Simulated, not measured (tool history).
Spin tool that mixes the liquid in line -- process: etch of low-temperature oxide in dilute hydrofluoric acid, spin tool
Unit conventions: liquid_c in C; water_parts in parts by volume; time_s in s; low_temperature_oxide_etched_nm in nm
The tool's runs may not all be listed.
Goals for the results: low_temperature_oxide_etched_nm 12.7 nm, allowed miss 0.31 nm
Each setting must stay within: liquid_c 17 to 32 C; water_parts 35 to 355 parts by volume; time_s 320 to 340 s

| run | hour | liquid_c | water_parts | time_s | low_temperature_oxide_etched_nm |
|---|---|---|---|---|---|
| 1 | 0 | 24 | 195 | 320 | 27.061 |
| 2 | 7.3 | 24 | 265 | 320 | 18.399 |
| 3 | 9 | 23 | 270 | 320 | 17.662 |
| 4 | 13.1 | 23 | 310 | 320 | 14.599 |
| 5 | 14.4 | 23 | 310 | 340 | 15.616 |
| 6 | 17.9 | 24.5 | 310 | 340 | 16.563 |
| 7 | 26.8 | 23 | 310 | 340 | 15.643 |
| 8 | 29.8 | 22 | 310 | 340 | 15.004 |
| 9 | 31.2 | 21.5 | 310 | 340 | 14.877 |
| 10 | 35.3 | 20.5 | 310 | 340 | 14.103 |
| 11 | 38.9 | 20 | 310 | 340 | 13.847 |
| 12 | 47.4 | 19.5 | 310 | 340 | 13.569 |
| 13 | 55.5 | 19.5 | 310 | 340 | 13.507 |
| 14 | 64.6 | 19 | 310 | 340 | 13.559 |
| 15 | 65.7 | 18.5 | 310 | 340 | 13.216 |

Exactly one of the 4 candidate moves below puts every result within its allowed miss. Which one?
| A | 66.8 | 17 | 305 | 320 | ? |
| B | 66.8 | 17 | 315 | 335 | ? |
| C | 66.8 | 19 | 315 | 325 | ? |
| D | 66.8 | 17 | 300 | 320 | ? |

| move | low_temperature_oxide_etched_nm |
|---|---|
| A | 12.014 |
| B | 12.077 |
| C | 12.62 |
| D | 12.265 |
A: the result that was furthest off in the last run now lies on the other side of its target
B: the result that was furthest off in the last run now lies on the other side of its target
C: meets every target
D: the result that was furthest off in the last run now lies on the other side of its target
So the answer is move C, the one that meets all the targets.
